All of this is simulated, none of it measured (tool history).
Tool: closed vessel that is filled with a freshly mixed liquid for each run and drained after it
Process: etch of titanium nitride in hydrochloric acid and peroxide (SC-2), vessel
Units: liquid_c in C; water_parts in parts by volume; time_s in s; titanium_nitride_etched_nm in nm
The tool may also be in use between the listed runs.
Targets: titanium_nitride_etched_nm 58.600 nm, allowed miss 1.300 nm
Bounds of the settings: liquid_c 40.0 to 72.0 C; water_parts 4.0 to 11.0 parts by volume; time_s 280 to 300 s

{"run": 1, "hour": 0.0, "liquid_c": 56.0, "water_parts": 6.0, "time_s": 280, "titanium_nitride_etched_nm": 29.881}
{"run": 2, "hour": 1.2, "liquid_c": 57.5, "water_parts": 6.0, "time_s": 280, "titanium_nitride_etched_nm": 32.749}
{"run": 3, "hour": 8.0, "liquid_c": 61.5, "water_parts": 6.0, "time_s": 280, "titanium_nitride_etched_nm": 42.21}
{"run": 4, "hour": 16.7, "liquid_c": 61.5, "water_parts": 6.0, "time_s": 300, "titanium_nitride_etched_nm": 44.964}
{"run": 5, "hour": 18.4, "liquid_c": 66.5, "water_parts": 6.0, "time_s": 300, "titanium_nitride_etched_nm": 60.941}
{"run": 6, "hour": 26.6, "liquid_c": 66.5, "water_parts": 4.0, "time_s": 300, "titanium_nitride_etched_nm": 82.528}
{"run": 7, "hour": 30.1, "liquid_c": 65.5, "water_parts": 4.0, "time_s": 300, "titanium_nitride_etched_nm": 77.048}
{"run": 8, "hour": 38.1, "liquid_c": 60.5, "water_parts": 4.0, "time_s": 300, "titanium_nitride_etched_nm": 56.248}

4 next moves are on the table. One of them brings every result within its allowed miss. Which?
{"run": "A", "hour": 46.1, "liquid_c": 61.5, "water_parts": 4.0, "time_s": 290, "titanium_nitride_etched_nm": "?"}
{"run": "B", "hour": 46.1, "liquid_c": 60.0, "water_parts": 4.0, "time_s": 300, "titanium_nitride_etched_nm": "?"}
{"run": "C", "hour": 46.1, "liquid_c": 61.5, "water_parts": 4.5, "time_s": 290, "titanium_nitride_etched_nm": "?"}
{"run": "D", "hour": 46.1, "liquid_c": 60.0, "water_parts": 4.0, "time_s": 295, "titanium_nitride_etched_nm": "?"}

move=A titanium_nitride_etched_nm=59.049
move=B titanium_nitride_etched_nm=55.622
move=C titanium_nitride_etched_nm=54.507
move=D titanium_nitride_etched_nm=54.695
A: meets every target
B: further off than the last run
C: further off than the last run
D: further off than the last run
Move A is the one to make.

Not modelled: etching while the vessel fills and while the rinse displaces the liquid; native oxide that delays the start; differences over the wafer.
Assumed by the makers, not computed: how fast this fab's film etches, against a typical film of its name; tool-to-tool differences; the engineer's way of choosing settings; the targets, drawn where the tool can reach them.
